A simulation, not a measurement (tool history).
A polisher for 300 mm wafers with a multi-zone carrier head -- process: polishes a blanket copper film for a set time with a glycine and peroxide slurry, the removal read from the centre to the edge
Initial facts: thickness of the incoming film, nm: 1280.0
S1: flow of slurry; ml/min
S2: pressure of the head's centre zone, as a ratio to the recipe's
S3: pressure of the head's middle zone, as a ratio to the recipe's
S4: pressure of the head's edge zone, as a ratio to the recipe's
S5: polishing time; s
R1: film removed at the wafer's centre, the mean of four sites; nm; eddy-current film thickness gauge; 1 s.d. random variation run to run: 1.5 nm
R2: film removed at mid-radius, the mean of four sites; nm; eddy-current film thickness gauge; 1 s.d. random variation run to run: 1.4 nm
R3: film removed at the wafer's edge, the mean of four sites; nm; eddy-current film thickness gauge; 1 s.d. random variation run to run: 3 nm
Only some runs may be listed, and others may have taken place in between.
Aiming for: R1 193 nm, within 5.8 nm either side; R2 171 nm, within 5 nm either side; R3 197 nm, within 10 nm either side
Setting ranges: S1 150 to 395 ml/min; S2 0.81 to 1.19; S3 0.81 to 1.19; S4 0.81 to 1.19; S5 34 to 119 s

{"run": 1, "day": 0.0, "S1": 250, "S2": 1, "S3": 1, "S4": 1, "S5": 76, "R1": 322.45, "R2": 313.96, "R3": 309.86}
{"run": 2, "day": 0.112, "S1": 250, "S2": 1, "S3": 1, "S4": 1.05, "S5": 76, "R1": 317.66, "R2": 315.92, "R3": 312.43}
{"run": 3, "day": 0.262, "S1": 245, "S2": 0.99, "S3": 0.97, "S4": 1.04, "S5": 71, "R1": 298.07, "R2": 288.89, "R3": 297.37}
{"run": 4, "day": 0.438, "S1": 245, "S2": 0.99, "S3": 0.91, "S4": 1.04, "S5": 71, "R1": 293.75, "R2": 270.4, "R3": 291.62}
{"run": 5, "day": 0.658, "S1": 240, "S2": 0.98, "S3": 0.9, "S4": 1.03, "S5": 67, "R1": 281.65, "R2": 254.68, "R3": 272.61}
{"run": 6, "day": 0.908, "S1": 235, "S2": 0.97, "S3": 0.89, "S4": 1.04, "S5": 63, "R1": 257.76, "R2": 231.91, "R3": 253.74}
{"run": 7, "day": 1.088, "S1": 225, "S2": 0.95, "S3": 0.88, "S4": 1.03, "S5": 61, "R1": 245.47, "R2": 222.64, "R3": 241.91}
{"run": 8, "day": 1.146, "S1": 215, "S2": 0.94, "S3": 0.87, "S4": 1.03, "S5": 59, "R1": 236.09, "R2": 215.29, "R3": 237.54}
{"run": 9, "day": 1.45, "S1": 210, "S2": 0.93, "S3": 0.86, "S4": 1.03, "S5": 57, "R1": 227.16, "R2": 203.94, "R3": 228.54}
{"run": 10, "day": 1.575, "S1": 205, "S2": 0.92, "S3": 0.85, "S4": 1.02, "S5": 56, "R1": 216.48, "R2": 197.13, "R3": 225.68}
{"run": 11, "day": 1.746, "S1": 205, "S2": 0.92, "S3": 0.84, "S4": 1.01, "S5": 55, "R1": 214.46, "R2": 192.11, "R3": 219.84}
{"run": 12, "day": 2.092, "S1": 200, "S2": 0.92, "S3": 0.84, "S4": 0.99, "S5": 54, "R1": 209.92, "R2": 183.43, "R3": 213.85}
{"run": 13, "day": 2.188, "S1": 205, "S2": 0.92, "S3": 0.84, "S4": 0.98, "S5": 53, "R1": 203.94, "R2": 188.04, "R3": 206.21}
{"run": 14, "day": 2.496, "S1": 200, "S2": 0.92, "S3": 0.84, "S4": 0.98, "S5": 53, "R1": 203.84, "R2": 184.42, "R3": 209.35}
{"run": 15, "day": 2.7, "S1": 200, "S2": 0.92, "S3": 0.84, "S4": 0.97, "S5": 53, "R1": 205.05, "R2": 182.48, "R3": 208.68}
{"run": 16, "day": 3.021, "S1": 200, "S2": 0.92, "S3": 0.84, "S4": 0.96, "S5": 53, "R1": 205.99, "R2": 185.56, "R3": 200.19}
{"run": 17, "day": 3.321, "S1": 195, "S2": 0.92, "S3": 0.84, "S4": 0.96, "S5": 53, "R1": 205.75, "R2": 183.68, "R3": 209.81}
{"run": 18, "day": 3.458, "S1": 195, "S2": 0.92, "S3": 0.84, "S4": 0.95, "S5": 53, "R1": 205.07, "R2": 182.54, "R3": 204.25}
{"run": 19, "day": 3.783, "S1": 190, "S2": 0.91, "S3": 0.84, "S4": 0.95, "S5": 53, "R1": 202.53, "R2": 181.28, "R3": 197.83}
{"run": 20, "day": 4.075, "S1": 185, "S2": 0.9, "S3": 0.84, "S4": 0.96, "S5": 53, "R1": 201.77, "R2": 182.06, "R3": 204.53}
{"run": 21, "day": 4.096, "S1": 180, "S2": 0.9, "S3": 0.84, "S4": 0.96, "S5": 53, "R1": 194.76, "R2": 180.83, "R3": 206.01}
{"day": 4.154, "done": "edge zone pressure recalibrated"}
{"run": 22, "day": 4.154, "S1": 180, "S2": 0.9, "S3": 0.84, "S4": 0.95, "S5": 53, "R1": 198.72, "R2": 177.54, "R3": 219.15}
{"run": 23, "day": 4.275, "S1": 185, "S2": 0.9, "S3": 0.84, "S4": 0.94, "S5": 53, "R1": 197.32, "R2": 181.09, "R3": 217.02}
{"run": 24, "day": 4.371, "S1": 185, "S2": 0.9, "S3": 0.84, "S4": 0.94, "S5": 52, "R1": 195.95, "R2": 179.25, "R3": 211.38}

Below are 5 possible settings for the next run. Only one of them brings all results inside the allowed miss of their targets. Which is it?
{"run": "A", "day": 4.467, "S1": 300, "S2": 1, "S3": 1.01, "S4": 0.92, "S5": 45, "R1": "?", "R2": "?", "R3": "?"}
{"run": "B", "day": 4.467, "S1": 185, "S2": 0.96, "S3": 0.86, "S4": 0.93, "S5": 49, "R1": "?", "R2": "?", "R3": "?"}
{"run": "C", "day": 4.467, "S1": 160, "S2": 0.82, "S3": 0.88, "S4": 0.93, "S5": 58, "R1": "?", "R2": "?", "R3": "?"}
{"run": "D", "day": 4.467, "S1": 310, "S2": 0.94, "S3": 1.01, "S4": 1.01, "S5": 44, "R1": "?", "R2": "?", "R3": "?"}
{"run": "E", "day": 4.467, "S1": 300, "S2": 0.95, "S3": 0.98, "S4": 0.93, "S5": 46, "R1": "?", "R2": "?", "R3": "?"}

move=A R1=196.18 R2=192.26 R3=191.17
move=B R1=192.31 R2=171.28 R3=199.47
move=C R1=197.29 R2=200.83 R3=231.15
move=D R1=184.14 R2=188.63 R3=195.88
move=E R1=193.22 R2=191.63 R3=196.49
A: misses by more than the last run did
B: meets every target
C: misses by more than the last run did
D: misses by more than the last run did
E: misses by more than the last run did
B meets every target.

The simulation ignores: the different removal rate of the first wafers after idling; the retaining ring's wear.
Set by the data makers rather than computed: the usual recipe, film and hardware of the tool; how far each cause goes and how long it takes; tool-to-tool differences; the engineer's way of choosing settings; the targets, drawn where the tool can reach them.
